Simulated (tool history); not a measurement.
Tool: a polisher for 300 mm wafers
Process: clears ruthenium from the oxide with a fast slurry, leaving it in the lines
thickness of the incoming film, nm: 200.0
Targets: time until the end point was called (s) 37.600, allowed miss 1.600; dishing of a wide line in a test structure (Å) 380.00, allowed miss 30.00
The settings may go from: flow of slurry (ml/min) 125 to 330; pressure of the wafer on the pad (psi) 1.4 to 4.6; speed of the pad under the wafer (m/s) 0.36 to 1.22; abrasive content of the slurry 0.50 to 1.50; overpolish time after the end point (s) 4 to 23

run  hour  flow of slurry (ml/min)  pressure of the wafer on the pad (psi)  speed of the pad under the wafer (m/s)  abrasive content of the slurry  overpolish time after the end point (s)  time until the end point was called (s)  dishing of a wide line in a test structure (Å)
  1   0.0                      210                                     3.0                                    0.78                            1.00                                       12                                   61.943                                          221.71
  2   5.5                      180                                     3.0                                    0.78                            1.00                                       12                                   65.257                                          217.82
  3   6.8                      180                                     3.0                                    0.78                            1.00                                       14                                   63.493                                          243.30
  4   9.2                      180                                     3.0                                    0.78                            0.80                                       14                                   69.438                                          229.91
  5  11.8                      140                                     3.0                                    0.78                            0.80                                       14                                   72.128                                          224.87
  6  19.8                      140                                     3.0                                    0.78                            0.80                                       12                                   69.353                                          200.38
  7  22.6                      140                                     3.4                                    0.80                            0.80                                       13                                   61.127                                          233.62
  8  26.2                      150                                     4.2                                    0.94                            0.80                                       16                                   42.877                                          332.74
  9  27.3                      150                                     4.3                                    0.94                            0.80                                       16                                   41.467                                          332.71

Which of these 4 next moves meets every target?
  A  28.4                      125                                     3.9                                    1.00                            0.85                                       16                                        ?                                               ?
  B  28.4                      175                                     4.5                                    0.92                            0.95                                       19                                        ?                                               ?
  C  28.4                      165                                     4.4                                    0.96                            0.85                                       10                                        ?                                               ?
  D  28.4                      125                                     3.7                                    1.16                            0.80                                       16                                        ?                                               ?

move  time until the end point was called (s)  dishing of a wide line in a test structure (Å)
   A                                   44.514                                          336.07
   B                                   38.201                                          388.91
   C                                   38.972                                          277.12
   D                                   41.077                                          349.78
A: further off than the last run
B: meets every target
C: brings the result that was furthest off to its target, and leaves another outside
D: nearer than the last run, and not there yet
Answer: B
